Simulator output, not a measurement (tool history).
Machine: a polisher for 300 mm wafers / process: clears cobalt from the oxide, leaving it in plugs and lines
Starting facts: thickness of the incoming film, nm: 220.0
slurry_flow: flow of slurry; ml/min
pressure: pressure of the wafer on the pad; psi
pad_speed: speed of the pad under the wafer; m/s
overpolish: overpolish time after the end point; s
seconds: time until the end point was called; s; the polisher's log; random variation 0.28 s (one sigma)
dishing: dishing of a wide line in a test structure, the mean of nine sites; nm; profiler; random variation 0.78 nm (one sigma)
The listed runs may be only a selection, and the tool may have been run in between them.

| run | hour | slurry_flow | pressure | pad_speed | overpolish | seconds | dishing |
|---|---|---|---|---|---|---|---|
| 1 | 0 | 260 | 2.4 | 0.76 | 19 | 40.936 | 45.082 |
| 2 | 8.7 | 260 | 2.8 | 0.76 | 19 | 35.698 | 47.312 |
| 3 | 16.5 | 260 | 3.1 | 0.78 | 17 | 31.805 | 47.37 |
| 4 | 24 | 260 | 3.3 | 0.8 | 16 | 29.334 | 46.439 |
| 5 | 27.8 | 260 | 3.4 | 0.82 | 16 | 27.803 | 47.215 |
| 6 | 32.6 | 260 | 3.5 | 0.84 | 16 | 25.832 | 49.419 |

What will run 7 give?
| 7 | 39.2 | 260 | 3.6 | 0.84 | 16 | ? | ? |

{"run 7": {"seconds": 25.115, "dishing": 48.729}}

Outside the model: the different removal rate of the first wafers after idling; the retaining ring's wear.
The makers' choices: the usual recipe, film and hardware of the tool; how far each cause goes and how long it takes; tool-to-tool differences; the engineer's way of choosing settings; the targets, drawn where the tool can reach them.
